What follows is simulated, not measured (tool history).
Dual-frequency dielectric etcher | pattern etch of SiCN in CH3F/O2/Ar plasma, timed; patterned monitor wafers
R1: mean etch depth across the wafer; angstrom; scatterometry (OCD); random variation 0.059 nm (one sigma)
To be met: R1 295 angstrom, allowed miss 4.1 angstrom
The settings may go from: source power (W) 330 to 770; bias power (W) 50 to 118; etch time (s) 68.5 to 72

run 1 hour=0 | source_power_(W)=550 bias_power_(W)=84 etch_time_(s)=68.5 | R1=349.96
run 2 hour=5.2 | source_power_(W)=480 bias_power_(W)=82 etch_time_(s)=68.5 | R1=327.7
run 3 hour=10.1 | source_power_(W)=440 bias_power_(W)=82 etch_time_(s)=68.5 | R1=312.19
run 4 hour=15.5 | source_power_(W)=440 bias_power_(W)=82 etch_time_(s)=72 | R1=328.63
run 5 hour=16.4 | source_power_(W)=440 bias_power_(W)=82 etch_time_(s)=68.5 | R1=312.02
run 6 hour=19.6 | source_power_(W)=480 bias_power_(W)=82 etch_time_(s)=68.5 | R1=326.66
run 7 hour=23.8 | source_power_(W)=450 bias_power_(W)=82 etch_time_(s)=68.5 | R1=318.05
run 8 hour=32.3 | source_power_(W)=340 bias_power_(W)=81 etch_time_(s)=68.5 | R1=273.54
run 9 hour=33.5 | source_power_(W)=360 bias_power_(W)=81 etch_time_(s)=68.5 | R1=283.25
-- hour=36.5 source power generator calibrated
run 10 hour=36.5 | source_power_(W)=370 bias_power_(W)=81 etch_time_(s)=68.5 | R1=282.69
run 11 hour=42.1 | source_power_(W)=380 bias_power_(W)=81 etch_time_(s)=68.5 | R1=285.71
run 12 hour=44.4 | source_power_(W)=390 bias_power_(W)=81 etch_time_(s)=68.5 | R1=289.37

Which of these 5 next moves meets every target?
run A hour=46.7 | source_power_(W)=370 bias_power_(W)=90 etch_time_(s)=69.5 | R1=?
run B hour=46.7 | source_power_(W)=420 bias_power_(W)=65 etch_time_(s)=69 | R1=?
run C hour=46.7 | source_power_(W)=360 bias_power_(W)=84 etch_time_(s)=69 | R1=?
run D hour=46.7 | source_power_(W)=360 bias_power_(W)=77 etch_time_(s)=70.5 | R1=?
run E hour=46.7 | source_power_(W)=370 bias_power_(W)=82 etch_time_(s)=69 | R1=?

move=A R1=295.12
move=B R1=286.13
move=C R1=283.25
move=D R1=282.5
move=E R1=285.35
A: meets every target
B: further off than the last run
C: further off than the last run
D: further off than the last run
E: further off than the last run
The right move is A.
